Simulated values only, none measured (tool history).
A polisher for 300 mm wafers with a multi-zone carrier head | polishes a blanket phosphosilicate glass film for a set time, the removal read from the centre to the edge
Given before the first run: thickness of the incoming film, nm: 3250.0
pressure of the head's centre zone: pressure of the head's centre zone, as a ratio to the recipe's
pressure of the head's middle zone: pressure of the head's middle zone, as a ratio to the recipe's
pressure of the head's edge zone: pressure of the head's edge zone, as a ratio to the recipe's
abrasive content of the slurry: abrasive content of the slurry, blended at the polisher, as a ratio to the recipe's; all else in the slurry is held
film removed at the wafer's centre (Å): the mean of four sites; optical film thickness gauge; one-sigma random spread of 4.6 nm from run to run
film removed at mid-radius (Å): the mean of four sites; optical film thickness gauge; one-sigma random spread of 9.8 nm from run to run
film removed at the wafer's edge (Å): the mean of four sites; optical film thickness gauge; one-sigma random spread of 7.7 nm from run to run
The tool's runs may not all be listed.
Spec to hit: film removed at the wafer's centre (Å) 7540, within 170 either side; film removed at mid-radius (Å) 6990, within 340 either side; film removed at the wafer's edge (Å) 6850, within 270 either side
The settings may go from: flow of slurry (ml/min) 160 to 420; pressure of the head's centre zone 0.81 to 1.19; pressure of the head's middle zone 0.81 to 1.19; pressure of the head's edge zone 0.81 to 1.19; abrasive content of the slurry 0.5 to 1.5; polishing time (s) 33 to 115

run  hour  flow of slurry (ml/min)  pressure of the head's centre zone  pressure of the head's middle zone  pressure of the head's edge zone  abrasive content of the slurry  polishing time (s)  film removed at the wafer's centre (Å)  film removed at mid-radius (Å)  film removed at the wafer's edge (Å)
  1     0                      270                                   1                                   1                                 1                               1                  73                                  8067.9                          7928.2                                8085.2
  2   4.9                      270                                   1                                   1                              0.94                               1                  73                                  8032.2                          8157.7                                7817.2
  3  10.7                      270                                0.95                                   1                              0.94                               1                  73                                  7650.3                          8079.5                                  7924
  4  11.2                      270                                0.95                                   1                              0.94                            1.15                  73                                    8143                          8743.7                                8383.4
  5    16                      225                                0.95                                   1                              0.94                            1.15                  73                                  7946.8                          8200.9                                8177.7
  6  22.4                      215                                0.96                                0.99                              0.92                             1.1                  73                                    7834                          8201.9                                7971.1
  7  24.3                      290                                1.06                                0.89                              0.87                            0.85                  71                                  7692.6                          6620.4                                6850.1
  8  30.7                      290                                1.06                                 0.9                              0.87                            0.85                  71                                  7659.1                          6641.6                                6911.7
  9  37.2                      290                                1.06                                0.91                              0.87                            0.85                  71                                  7760.7                          6716.8                                6816.6

Exercise: of the 5 proposed moves below, exactly one satisfies all targets within the stated allowed misses. Which move is it?
  A  43.7                      295                                1.08                                0.99                              0.81                            0.75                  77                                       ?                               ?                                     ?
  B  43.7                      310                                1.03                                0.92                               0.9                            0.75                  80                                       ?                               ?                                     ?
  C  43.7                      255                                1.07                                0.85                              0.89                             0.9                  70                                       ?                               ?                                     ?
  D  43.7                      290                                1.07                                0.87                              0.87                            0.75                  78                                       ?                               ?                                     ?
  E  43.7                      305                                1.04                                0.96                              0.87                             0.8                  73                                       ?                               ?                                     ?

move  film removed at the wafer's centre (Å)  film removed at mid-radius (Å)  film removed at the wafer's edge (Å)
   A                                  8027.1                          7438.2                                6712.2
   B                                  7992.7                            7306                                7346.2
   C                                  7799.9                          6444.1                                6926.8
   D                                  8032.3                          6752.3                                7019.6
   E                                  7615.3                          7142.5                                6823.6
A: lands further from the targets than the last run did
B: lands further from the targets than the last run did
C: lands further from the targets than the last run did
D: lands further from the targets than the last run did
E: hits every target within its allowed miss
Move E is the one to make.
